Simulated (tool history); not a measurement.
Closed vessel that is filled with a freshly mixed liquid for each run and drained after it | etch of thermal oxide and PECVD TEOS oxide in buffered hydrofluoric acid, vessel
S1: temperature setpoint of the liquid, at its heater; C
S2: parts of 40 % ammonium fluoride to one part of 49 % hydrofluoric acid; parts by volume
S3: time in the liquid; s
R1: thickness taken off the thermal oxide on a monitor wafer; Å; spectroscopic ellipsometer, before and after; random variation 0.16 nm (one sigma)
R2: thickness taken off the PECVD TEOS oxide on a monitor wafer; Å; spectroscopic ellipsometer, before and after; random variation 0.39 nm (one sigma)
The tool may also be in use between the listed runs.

Run 1, day 0: S1 24 C, S2 13 parts by volume, S3 60 s. Result: R1 506.97 Å, R2 1034.8 Å.
Run 2, day 0.058: S1 20.5 C, S2 13 parts by volume, S3 60 s. Result: R1 421.79 Å, R2 868.95 Å.
Run 3, day 0.254: S1 19.5 C, S2 15 parts by volume, S3 60 s. Result: R1 343.61 Å, R2 702.88 Å.
Run 4, day 0.588: S1 19.5 C, S2 15 parts by volume, S3 45 s. Result: R1 259.39 Å, R2 525.87 Å.
Run 5, day 0.758: S1 19 C, S2 15.5 parts by volume, S3 45 s. Result: R1 245.83 Å, R2 491.54 Å.
Run 6, day 1.046: S1 18.5 C, S2 16 parts by volume, S3 45 s. Result: R1 231.95 Å, R2 470.08 Å.
Run 7, day 1.138: S1 18 C, S2 16.5 parts by volume, S3 45 s. Result: R1 214.2 Å, R2 441.65 Å.

Run 8 comes next. What will it give?
Run 8, day 1.371: S1 17.5 C, S2 17 parts by volume, S3 45 s. Result: R1 ?, R2 ?.

{"run 8": {"R1": 208.28, "R2": 414.38}}
